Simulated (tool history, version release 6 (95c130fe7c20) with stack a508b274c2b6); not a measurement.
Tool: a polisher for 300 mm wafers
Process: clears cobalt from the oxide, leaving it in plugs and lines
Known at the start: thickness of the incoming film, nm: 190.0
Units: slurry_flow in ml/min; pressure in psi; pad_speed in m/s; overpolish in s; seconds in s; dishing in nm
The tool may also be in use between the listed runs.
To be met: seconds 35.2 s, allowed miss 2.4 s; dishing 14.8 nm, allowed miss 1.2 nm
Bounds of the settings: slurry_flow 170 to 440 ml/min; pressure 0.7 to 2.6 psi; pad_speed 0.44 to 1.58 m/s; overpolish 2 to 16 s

run	hour	slurry_flow	pressure	pad_speed	overpolish	seconds	dishing
1	0	280	1.6	1	8	39.44	24.045
2	4.5	280	1.6	0.82	8	45.782	20.237
3	12.2	280	1.7	0.8	7	44.439	18.634
4	17.5	280	1.8	0.78	6	43.125	17.203
5	24.2	280	1.9	0.78	5	43.027	15.57
6	26.9	280	2	0.78	5	40.981	15.069
7	31	280	2.1	0.78	5	37.012	16.765
8	33.4	280	2.2	0.76	4	38.02	13.868

Which of these 4 next moves meets every target?
A	35.8	275	2.3	0.8	4	?	?
B	35.8	290	1.9	0.74	5	?	?
C	35.8	280	2.2	0.7	4	?	?
D	35.8	235	2.4	0.68	5	?	?

move	seconds	dishing
A	34.143	14.93
B	43.39	14.744
C	40.322	13.015
D	38.996	16.065
A: meets every target
B: further off than the last run
C: further off than the last run
D: further off than the last run
Answer: A
